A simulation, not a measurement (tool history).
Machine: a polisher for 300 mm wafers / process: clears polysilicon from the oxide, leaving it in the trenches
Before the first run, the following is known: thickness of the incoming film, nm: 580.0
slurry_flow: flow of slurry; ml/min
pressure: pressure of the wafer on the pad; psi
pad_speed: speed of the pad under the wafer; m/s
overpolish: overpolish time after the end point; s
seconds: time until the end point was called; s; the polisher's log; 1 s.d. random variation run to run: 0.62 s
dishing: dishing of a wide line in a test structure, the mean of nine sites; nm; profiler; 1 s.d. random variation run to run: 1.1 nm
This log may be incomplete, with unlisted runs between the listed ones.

run 1 hour=0 | slurry_flow=235 pressure=3.4 pad_speed=0.86 overpolish=15 | seconds=31.449 dishing=66.498
run 2 hour=7.1 | slurry_flow=235 pressure=3 pad_speed=0.84 overpolish=16 | seconds=36.002 dishing=66.16
run 3 hour=9.2 | slurry_flow=235 pressure=2.7 pad_speed=0.82 overpolish=17 | seconds=40.254 dishing=63.743
run 4 hour=16.3 | slurry_flow=235 pressure=2.7 pad_speed=0.82 overpolish=20 | seconds=40.79 dishing=66.569
run 5 hour=20.3 | slurry_flow=235 pressure=2.4 pad_speed=0.8 overpolish=21 | seconds=46.574 dishing=66.832
run 6 hour=27.9 | slurry_flow=270 pressure=2.4 pad_speed=0.8 overpolish=21 | seconds=45.331 dishing=66
run 7 hour=36.6 | slurry_flow=245 pressure=1.5 pad_speed=0.74 overpolish=20 | seconds=74.421 dishing=59.176

Run 8, settings as shown, results not yet in. Your forecast:
run 8 hour=44.4 | slurry_flow=250 pressure=1.6 pad_speed=0.74 overpolish=21 | seconds=? dishing=?

{"run 8": {"seconds": 71.143, "dishing": 63.045}}
